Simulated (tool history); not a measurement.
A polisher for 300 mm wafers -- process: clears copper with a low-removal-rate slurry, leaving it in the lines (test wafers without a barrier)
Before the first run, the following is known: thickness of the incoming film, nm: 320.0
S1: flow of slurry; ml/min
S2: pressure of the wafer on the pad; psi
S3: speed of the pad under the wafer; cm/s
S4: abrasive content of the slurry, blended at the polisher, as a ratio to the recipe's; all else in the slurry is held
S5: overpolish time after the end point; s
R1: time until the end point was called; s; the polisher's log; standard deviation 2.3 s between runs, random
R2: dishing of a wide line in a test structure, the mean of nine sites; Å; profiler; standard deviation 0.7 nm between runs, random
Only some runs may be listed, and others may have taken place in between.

run  hour   S1   S2   S3   S4  S5      R1      R2
  1     0  230  2.2  104    1  16  155.33  255.54
  2   2.6  230  2.5  104    1  16  144.69  279.17
  3   3.4  230  2.5   82    1  16  183.61  229.72
  4   4.3  230    3   82    1  16  156.24  257.81
  5  13.1  230    3   82    1  17  154.01  273.67
  6  19.7  230    3   82  0.8  17  164.07  272.44

The next listed run, before its measurement:
  7  25.2  205  3.2  82  0.65  25   ?   ?

For run 7 the tool returned R1 167.19 s, R2 370.57 Å.

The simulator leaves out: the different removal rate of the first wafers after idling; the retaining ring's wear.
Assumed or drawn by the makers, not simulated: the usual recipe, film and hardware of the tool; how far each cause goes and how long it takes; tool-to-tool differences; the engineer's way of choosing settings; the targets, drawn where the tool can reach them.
